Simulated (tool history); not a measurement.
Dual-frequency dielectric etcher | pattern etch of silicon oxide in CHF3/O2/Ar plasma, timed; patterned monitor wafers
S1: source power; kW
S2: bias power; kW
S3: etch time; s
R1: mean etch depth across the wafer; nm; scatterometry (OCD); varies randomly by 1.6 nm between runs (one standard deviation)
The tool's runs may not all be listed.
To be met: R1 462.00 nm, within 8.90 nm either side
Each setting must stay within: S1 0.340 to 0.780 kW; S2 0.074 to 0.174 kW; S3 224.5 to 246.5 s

Run 1, hour 0.0: S1 0.560 kW, S2 0.124 kW, S3 246.5 s. Result: R1 440.67 nm.
Run 2, hour 3.0: S1 0.580 kW, S2 0.125 kW, S3 246.5 s. Result: R1 448.93 nm.
Run 3, hour 3.7: S1 0.590 kW, S2 0.125 kW, S3 246.5 s. Result: R1 452.58 nm.
Run 4, hour 5.2: S1 0.530 kW, S2 0.125 kW, S3 246.5 s. Result: R1 436.58 nm.
Run 5, hour 7.9: S1 0.530 kW, S2 0.114 kW, S3 246.5 s. Result: R1 425.91 nm.
Run 6, hour 11.1: S1 0.560 kW, S2 0.116 kW, S3 246.5 s. Result: R1 435.76 nm.
Run 7, hour 17.9: S1 0.580 kW, S2 0.117 kW, S3 246.5 s. Result: R1 445.34 nm.
Run 8, hour 19.8: S1 0.590 kW, S2 0.118 kW, S3 246.5 s. Result: R1 445.36 nm.
At hour 26.6: wet clean of the chamber.
Run 9, hour 26.6: S1 0.610 kW, S2 0.119 kW, S3 246.5 s. Result: R1 430.00 nm.
Run 10, hour 28.0: S1 0.600 kW, S2 0.144 kW, S3 246.5 s. Result: R1 450.78 nm.

Exactly one of the 5 candidate moves below puts every result within its allowed miss. Which one?
Run A, hour 29.4: S1 0.710 kW, S2 0.158 kW, S3 224.5 s. Result: R1 ?.
Run B, hour 29.4: S1 0.560 kW, S2 0.142 kW, S3 241.5 s. Result: R1 ?.
Run C, hour 29.4: S1 0.640 kW, S2 0.128 kW, S3 242.0 s. Result: R1 ?.
Run D, hour 29.4: S1 0.710 kW, S2 0.153 kW, S3 236.5 s. Result: R1 ?.
Run E, hour 29.4: S1 0.570 kW, S2 0.149 kW, S3 242.0 s. Result: R1 ?.

move      R1
   A  445.60
   B  431.48
   C  438.58
   D  465.21
   E  440.61
A: misses by more than the last run did
B: misses by more than the last run did
C: misses by more than the last run did
D: all results land within tolerance of their targets
E: misses by more than the last run did
Correct choice: D, which meets every target

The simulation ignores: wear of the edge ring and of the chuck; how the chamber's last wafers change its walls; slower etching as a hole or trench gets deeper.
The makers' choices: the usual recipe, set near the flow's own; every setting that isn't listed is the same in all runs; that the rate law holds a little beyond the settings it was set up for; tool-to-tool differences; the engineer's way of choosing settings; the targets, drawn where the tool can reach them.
